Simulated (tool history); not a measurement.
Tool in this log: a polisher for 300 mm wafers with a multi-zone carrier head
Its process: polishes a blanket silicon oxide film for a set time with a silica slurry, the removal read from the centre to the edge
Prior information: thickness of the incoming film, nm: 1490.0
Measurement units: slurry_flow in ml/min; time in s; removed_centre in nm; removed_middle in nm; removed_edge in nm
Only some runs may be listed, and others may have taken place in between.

run 1 day=0 | slurry_flow=145 centre_zone=1 middle_zone=1 edge_zone=1 slurry_solids=1 time=78 | removed_centre=281.84 removed_middle=275.44 removed_edge=284.86
run 2 day=0.067 | slurry_flow=150 centre_zone=0.99 middle_zone=0.99 edge_zone=1.03 slurry_solids=1 time=78 | removed_centre=277.24 removed_middle=280.76 removed_edge=289.45
run 3 day=0.404 | slurry_flow=150 centre_zone=0.96 middle_zone=0.99 edge_zone=1.03 slurry_solids=1 time=78 | removed_centre=262.82 removed_middle=269.91 removed_edge=287.96
run 4 day=0.462 | slurry_flow=150 centre_zone=0.96 middle_zone=0.99 edge_zone=1.03 slurry_solids=1 time=65 | removed_centre=227.51 removed_middle=228.87 removed_edge=241.72
run 5 day=0.779 | slurry_flow=150 centre_zone=0.89 middle_zone=0.99 edge_zone=1.03 slurry_solids=1 time=65 | removed_centre=211.37 removed_middle=231.15 removed_edge=238.59
run 6 day=0.921 | slurry_flow=175 centre_zone=0.89 middle_zone=0.99 edge_zone=1.03 slurry_solids=1 time=65 | removed_centre=213.52 removed_middle=234.6 removed_edge=243.92
run 7 day=1.121 | slurry_flow=175 centre_zone=0.9 middle_zone=0.98 edge_zone=1.05 slurry_solids=1.05 time=65 | removed_centre=221.24 removed_middle=245.86 removed_edge=247.1
run 8 day=1.254 | slurry_flow=160 centre_zone=0.9 middle_zone=0.95 edge_zone=1.05 slurry_solids=1.1 time=68 | removed_centre=234.62 removed_middle=245.71 removed_edge=271.28
run 9 day=1.483 | slurry_flow=170 centre_zone=0.94 middle_zone=0.95 edge_zone=1.12 slurry_solids=1.35 time=69 | removed_centre=270.74 removed_middle=280.67 removed_edge=304.38
run 10 day=1.825 | slurry_flow=170 centre_zone=0.94 middle_zone=0.94 edge_zone=1.13 slurry_solids=1.35 time=69 | removed_centre=274.69 removed_middle=275.16 removed_edge=306.07
run 11 day=2.05 | slurry_flow=170 centre_zone=0.94 middle_zone=0.93 edge_zone=1.14 slurry_solids=1.35 time=69 | removed_centre=277.35 removed_middle=270 removed_edge=313.66
run 12 day=2.367 | slurry_flow=170 centre_zone=0.94 middle_zone=0.93 edge_zone=1.15 slurry_solids=1.35 time=69 | removed_centre=271.92 removed_middle=276.05 removed_edge=308.59
run 13 day=2.483 | slurry_flow=170 centre_zone=0.94 middle_zone=0.92 edge_zone=1.15 slurry_solids=1.35 time=69 | removed_centre=272 removed_middle=270.9 removed_edge=305.43

Run 14, settings as shown, results not yet in. Your forecast:
run 14 day=2.621 | slurry_flow=165 centre_zone=0.93 middle_zone=0.91 edge_zone=1.16 slurry_solids=1.45 time=71 | removed_centre=? removed_middle=? removed_edge=?

Run 14 gave removed_centre 287.54 nm, removed_middle 278.82 nm, removed_edge 329.47 nm.
